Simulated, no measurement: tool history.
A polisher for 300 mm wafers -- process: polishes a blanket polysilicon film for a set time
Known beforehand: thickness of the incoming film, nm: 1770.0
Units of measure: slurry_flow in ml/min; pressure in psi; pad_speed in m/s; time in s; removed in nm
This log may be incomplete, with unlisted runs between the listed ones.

run  hour  slurry_flow  pressure  pad_speed  time  removed
  1   0.0          255       2.4       0.98    26   156.47
  2   4.9          255       2.6       0.98    26   168.68
  3  13.8          255       2.6       0.82    26   138.21
  4  17.8          255       2.6       0.82    24   126.84
  5  19.0          255       2.8       0.84    24   141.94
  6  23.2          255       2.5       0.84    24   125.31

Run 7 is up next; what results do you expect?
  7  24.6          255       2.7       0.86    24        ?

removed: 138.12 nm
